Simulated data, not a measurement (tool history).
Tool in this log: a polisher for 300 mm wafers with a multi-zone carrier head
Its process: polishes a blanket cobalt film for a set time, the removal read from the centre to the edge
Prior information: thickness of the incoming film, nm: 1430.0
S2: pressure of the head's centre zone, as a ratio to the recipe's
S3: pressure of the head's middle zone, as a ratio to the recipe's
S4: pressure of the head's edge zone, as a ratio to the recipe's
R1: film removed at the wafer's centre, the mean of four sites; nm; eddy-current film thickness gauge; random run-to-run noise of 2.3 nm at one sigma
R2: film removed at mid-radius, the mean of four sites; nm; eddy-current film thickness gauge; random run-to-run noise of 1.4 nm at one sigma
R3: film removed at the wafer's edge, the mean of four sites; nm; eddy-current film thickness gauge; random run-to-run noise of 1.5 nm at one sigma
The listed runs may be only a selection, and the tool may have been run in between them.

Run 1, day 0.000: flow of slurry (ml/min) 170, S2 1.00, S3 1.00, S4 1.00, polishing time (s) 69. Result: R1 351.67 nm, R2 341.15 nm, R3 340.75 nm.
Run 2, day 0.292: flow of slurry (ml/min) 165, S2 0.98, S3 1.00, S4 0.98, polishing time (s) 65. Result: R1 314.62 nm, R2 327.18 nm, R3 321.29 nm.
Run 3, day 0.383: flow of slurry (ml/min) 165, S2 1.06, S3 1.00, S4 0.98, polishing time (s) 65. Result: R1 348.95 nm, R2 327.79 nm, R3 318.90 nm.
Run 4, day 0.429: flow of slurry (ml/min) 165, S2 1.02, S3 1.00, S4 0.98, polishing time (s) 65. Result: R1 332.07 nm, R2 325.37 nm, R3 320.50 nm.
Run 5, day 0.679: flow of slurry (ml/min) 165, S2 1.02, S3 1.00, S4 0.92, polishing time (s) 65. Result: R1 333.82 nm, R2 325.45 nm, R3 304.24 nm.
Run 6, day 0.933: flow of slurry (ml/min) 165, S2 1.02, S3 1.00, S4 0.99, polishing time (s) 65. Result: R1 341.25 nm, R2 325.00 nm, R3 316.30 nm.
Run 7, day 1.046: flow of slurry (ml/min) 160, S2 1.00, S3 0.99, S4 0.97, polishing time (s) 62. Result: R1 310.51 nm, R2 302.78 nm, R3 303.96 nm.
Run 8, day 1.362: flow of slurry (ml/min) 165, S2 0.98, S3 0.99, S4 0.95, polishing time (s) 59. Result: R1 293.16 nm, R2 292.14 nm, R3 283.89 nm.
Run 9, day 1.692: flow of slurry (ml/min) 160, S2 0.96, S3 0.99, S4 0.94, polishing time (s) 57. Result: R1 280.49 nm, R2 279.28 nm, R3 274.65 nm.
Run 10, day 1.838: flow of slurry (ml/min) 155, S2 0.94, S3 1.00, S4 0.93, polishing time (s) 55. Result: R1 255.04 nm, R2 273.75 nm, R3 264.45 nm.
Run 11, day 2.046: flow of slurry (ml/min) 145, S2 0.89, S3 0.96, S4 0.83, polishing time (s) 38. Result: R1 166.22 nm, R2 179.86 nm, R3 173.10 nm.
Run 12, day 2.392: flow of slurry (ml/min) 155, S2 0.89, S3 0.97, S4 0.84, polishing time (s) 38. Result: R1 168.69 nm, R2 182.94 nm, R3 175.34 nm.
Run 13, day 2.767: flow of slurry (ml/min) 160, S2 0.89, S3 0.98, S4 0.86, polishing time (s) 38. Result: R1 169.76 nm, R2 187.60 nm, R3 176.04 nm.
Run 14, day 3.067: flow of slurry (ml/min) 160, S2 0.89, S3 0.98, S4 0.86, polishing time (s) 38. Result: R1 168.37 nm, R2 188.87 nm, R3 175.13 nm.
Run 15, day 3.338: flow of slurry (ml/min) 155, S2 0.90, S3 0.99, S4 0.88, polishing time (s) 38. Result: R1 171.80 nm, R2 187.39 nm, R3 175.67 nm.
Run 16, day 3.508: flow of slurry (ml/min) 165, S2 0.89, S3 0.99, S4 0.90, polishing time (s) 38. Result: R1 170.88 nm, R2 188.17 nm, R3 179.31 nm.
Run 17, day 3.833: flow of slurry (ml/min) 165, S2 0.89, S3 1.00, S4 0.92, polishing time (s) 38. Result: R1 167.71 nm, R2 188.66 nm, R3 179.14 nm.
Run 18, day 4.021: flow of slurry (ml/min) 165, S2 0.90, S3 1.01, S4 0.94, polishing time (s) 38. Result: R1 169.99 nm, R2 191.71 nm, R3 183.62 nm.
Run 19, day 4.329: flow of slurry (ml/min) 165, S2 0.91, S3 1.02, S4 0.96, polishing time (s) 38. Result: R1 171.16 nm, R2 194.47 nm, R3 183.53 nm.
Run 20, day 4.588: flow of slurry (ml/min) 165, S2 0.92, S3 1.03, S4 0.98, polishing time (s) 38. Result: R1 174.11 nm, R2 195.59 nm, R3 187.18 nm.
Run 21, day 4.867: flow of slurry (ml/min) 165, S2 0.93, S3 1.04, S4 0.99, polishing time (s) 38. Result: R1 175.93 nm, R2 197.46 nm, R3 185.13 nm.
Run 22, day 5.146: flow of slurry (ml/min) 165, S2 0.93, S3 1.05, S4 1.00, polishing time (s) 38. Result: R1 176.03 nm, R2 200.12 nm, R3 187.14 nm.

Run 23 is up next; what results do you expect?
Run 23, day 5.325: flow of slurry (ml/min) 165, S2 0.93, S3 1.06, S4 1.01, polishing time (s) 38. Result: R1 ?, R2 ?, R3 ?.

Run 23 produced R1 173.94 nm, R2 198.62 nm, R3 188.92 nm.

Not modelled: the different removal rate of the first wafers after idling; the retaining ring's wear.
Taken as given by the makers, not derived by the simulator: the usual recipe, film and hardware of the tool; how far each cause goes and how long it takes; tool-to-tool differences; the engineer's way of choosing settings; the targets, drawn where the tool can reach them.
